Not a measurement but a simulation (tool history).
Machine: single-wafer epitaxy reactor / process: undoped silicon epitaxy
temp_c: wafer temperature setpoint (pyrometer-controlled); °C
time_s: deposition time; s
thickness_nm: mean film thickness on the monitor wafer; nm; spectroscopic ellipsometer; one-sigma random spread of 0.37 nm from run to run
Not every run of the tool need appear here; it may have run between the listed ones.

Run 1, day 0: temp_c 625 °C, time_s 526 s. Result: thickness_nm 46.453 nm.
Run 2, day 0.275: temp_c 630 °C, time_s 526 s. Result: thickness_nm 51.387 nm.
Run 3, day 0.592: temp_c 630 °C, time_s 487 s. Result: thickness_nm 47.933 nm.
Run 4, day 0.858: temp_c 632 °C, time_s 489 s. Result: thickness_nm 50.246 nm.
Run 5, day 1.179: temp_c 634 °C, time_s 491 s. Result: thickness_nm 52.297 nm.
Run 6, day 1.279: temp_c 634 °C, time_s 549 s. Result: thickness_nm 58.358 nm.
At day 1.583: pyrometer calibrated.
Run 7, day 1.583: temp_c 635 °C, time_s 549 s. Result: thickness_nm 65.423 nm.

What will run 8 give?
Run 8, day 1.642: temp_c 635 °C, time_s 549 s. Result: thickness_nm ?.

Run 8 yielded thickness_nm 65.228 nm.
